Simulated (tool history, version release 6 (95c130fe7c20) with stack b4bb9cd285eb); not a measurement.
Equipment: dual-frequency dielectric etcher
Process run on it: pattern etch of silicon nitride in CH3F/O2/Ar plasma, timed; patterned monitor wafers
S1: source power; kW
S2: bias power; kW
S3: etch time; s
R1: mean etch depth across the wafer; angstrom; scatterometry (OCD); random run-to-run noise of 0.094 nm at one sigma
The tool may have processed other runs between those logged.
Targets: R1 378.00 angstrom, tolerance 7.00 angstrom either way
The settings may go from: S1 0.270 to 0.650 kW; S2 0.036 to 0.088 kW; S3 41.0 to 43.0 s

{"run": 1, "day": 0.0, "S1": 0.46, "S2": 0.062, "S3": 41.0, "R1": 306.96}
{"run": 2, "day": 0.329, "S1": 0.51, "S2": 0.065, "S3": 41.0, "R1": 323.68}
{"run": 3, "day": 0.696, "S1": 0.45, "S2": 0.065, "S3": 41.0, "R1": 311.28}
{"run": 4, "day": 0.8, "S1": 0.49, "S2": 0.069, "S3": 41.0, "R1": 328.41}
{"run": 5, "day": 1.058, "S1": 0.53, "S2": 0.071, "S3": 41.0, "R1": 341.24}
{"run": 6, "day": 1.108, "S1": 0.61, "S2": 0.071, "S3": 41.0, "R1": 356.71}
{"run": 7, "day": 1.321, "S1": 0.62, "S2": 0.073, "S3": 41.0, "R1": 362.98}
{"run": 8, "day": 1.625, "S1": 0.63, "S2": 0.074, "S3": 41.0, "R1": 367.27}

Next run, 5 choices. One meets every target within its allowed miss, the rest don't. Which?
{"run": "A", "day": 1.929, "S1": 0.65, "S2": 0.062, "S3": 42.0, "R1": "?"}
{"run": "B", "day": 1.929, "S1": 0.57, "S2": 0.07, "S3": 42.0, "R1": "?"}
{"run": "C", "day": 1.929, "S1": 0.61, "S2": 0.069, "S3": 41.0, "R1": "?"}
{"run": "D", "day": 1.929, "S1": 0.65, "S2": 0.072, "S3": 42.5, "R1": "?"}
{"run": "E", "day": 1.929, "S1": 0.57, "S2": 0.079, "S3": 41.0, "R1": "?"}

move=A R1=356.80
move=B R1=355.69
move=C R1=353.85
move=D R1=381.13
move=E R1=363.21
A: lands further from the targets than the last run did
B: lands further from the targets than the last run did
C: lands further from the targets than the last run did
D: every result within its allowed miss
E: lands further from the targets than the last run did
D meets every target.

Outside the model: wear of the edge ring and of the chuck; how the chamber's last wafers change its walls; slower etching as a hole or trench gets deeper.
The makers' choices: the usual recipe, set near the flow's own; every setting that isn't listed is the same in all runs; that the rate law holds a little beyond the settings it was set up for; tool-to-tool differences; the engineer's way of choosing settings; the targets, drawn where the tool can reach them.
